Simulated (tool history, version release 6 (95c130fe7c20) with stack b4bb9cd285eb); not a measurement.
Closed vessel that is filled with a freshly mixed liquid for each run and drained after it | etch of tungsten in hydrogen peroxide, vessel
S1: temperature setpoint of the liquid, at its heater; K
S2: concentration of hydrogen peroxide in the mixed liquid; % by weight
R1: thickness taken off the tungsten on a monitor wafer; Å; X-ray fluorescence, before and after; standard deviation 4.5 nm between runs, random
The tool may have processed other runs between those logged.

Run 1, hour 0.0: S1 321.15 K, S2 17.5 % by weight, time in the liquid (s) 95. Result: R1 2247.8 Å.
Run 2, hour 5.8: S1 324.15 K, S2 17.5 % by weight, time in the liquid (s) 95. Result: R1 2757.9 Å.
Run 3, hour 9.2: S1 324.15 K, S2 17.5 % by weight, time in the liquid (s) 95. Result: R1 2745.1 Å.
Run 4, hour 17.2: S1 330.65 K, S2 17.5 % by weight, time in the liquid (s) 95. Result: R1 4109.5 Å.
Run 5, hour 24.0: S1 330.65 K, S2 17.5 % by weight, time in the liquid (s) 95. Result: R1 3991.0 Å.
Run 6, hour 28.0: S1 331.15 K, S2 17.5 % by weight, time in the liquid (s) 95. Result: R1 4163.2 Å.

Run 7, settings as shown, results not yet in. Your forecast:
Run 7, hour 33.8: S1 331.65 K, S2 17.5 % by weight, time in the liquid (s) 95. Result: R1 ?.

Run 7 produced R1 4225.8 Å.

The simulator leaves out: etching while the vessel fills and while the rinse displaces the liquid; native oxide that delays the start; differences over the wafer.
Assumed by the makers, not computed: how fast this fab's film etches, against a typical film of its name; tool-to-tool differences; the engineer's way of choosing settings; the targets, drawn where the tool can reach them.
